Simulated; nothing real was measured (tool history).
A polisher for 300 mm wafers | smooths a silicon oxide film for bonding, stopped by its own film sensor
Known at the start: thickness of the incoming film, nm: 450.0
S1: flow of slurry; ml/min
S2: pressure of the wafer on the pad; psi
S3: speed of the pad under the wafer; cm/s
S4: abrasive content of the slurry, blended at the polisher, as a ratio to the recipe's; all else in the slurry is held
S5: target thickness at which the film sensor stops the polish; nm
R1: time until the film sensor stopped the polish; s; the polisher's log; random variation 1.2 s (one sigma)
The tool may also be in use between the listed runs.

| run | hour | S1 | S2 | S3 | S4 | S5 | R1 |
|---|---|---|---|---|---|---|---|
| 1 | 0.0 | 315 | 1.8 | 94 | 1.0 | 418 | 46.812 |
| 2 | 6.5 | 315 | 2.2 | 94 | 1.0 | 418 | 41.036 |
| 3 | 10.8 | 315 | 1.8 | 94 | 1.0 | 418 | 47.130 |
| 4 | 19.2 | 315 | 1.7 | 88 | 1.0 | 418 | 49.781 |
| 5 | 20.3 | 315 | 1.4 | 88 | 1.0 | 418 | 55.178 |
| 6 | 25.4 | 315 | 1.4 | 88 | 1.0 | 418 | 56.918 |

The next listed run, before its measurement:
| 7 | 32.0 | 315 | 1.3 | 84 | 1.0 | 418 | ? |

R1: 61.612 s
